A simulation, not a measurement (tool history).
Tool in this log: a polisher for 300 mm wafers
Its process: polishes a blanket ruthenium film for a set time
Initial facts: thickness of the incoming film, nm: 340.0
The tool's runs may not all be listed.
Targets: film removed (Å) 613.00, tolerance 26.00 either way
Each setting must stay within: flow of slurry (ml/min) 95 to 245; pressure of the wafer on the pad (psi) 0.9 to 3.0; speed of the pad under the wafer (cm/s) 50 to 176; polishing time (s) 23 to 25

run  hour  flow of slurry (ml/min)  pressure of the wafer on the pad (psi)  speed of the pad under the wafer (cm/s)  polishing time (s)  film removed (Å)
  1   0.0                      155                                     1.9                                      112                  25            317.50
  2   4.9                      180                                     1.9                                      112                  25            332.63
  3  12.9                      160                                     1.9                                      112                  25            325.01
  4  19.4                      135                                     1.9                                      112                  25            305.99
  5  27.4                      135                                     1.9                                      112                  25            315.20
  6  30.1                      140                                     2.2                                      114                  25            367.44
  7  34.9                      150                                     2.4                                      116                  25            406.05
  8  39.5                      150                                     3.0                                      136                  25            577.05
  9  41.5                      150                                     3.0                                      138                  25            584.79

Which of these 4 next moves meets every target?
  A  43.5                      130                                     3.0                                      150                  25                 ?
  B  43.5                      120                                     3.0                                      126                  25                 ?
  C  43.5                      170                                     2.9                                      136                  23                 ?
  D  43.5                      155                                     3.0                                      136                  24                 ?

move  film removed (Å)
   A            593.24
   B            508.54
   C            514.96
   D            546.64
A: meets every target
B: moves away from the targets compared with the last run
C: moves away from the targets compared with the last run
D: moves away from the targets compared with the last run
A is the move that brings every result within its allowed miss.

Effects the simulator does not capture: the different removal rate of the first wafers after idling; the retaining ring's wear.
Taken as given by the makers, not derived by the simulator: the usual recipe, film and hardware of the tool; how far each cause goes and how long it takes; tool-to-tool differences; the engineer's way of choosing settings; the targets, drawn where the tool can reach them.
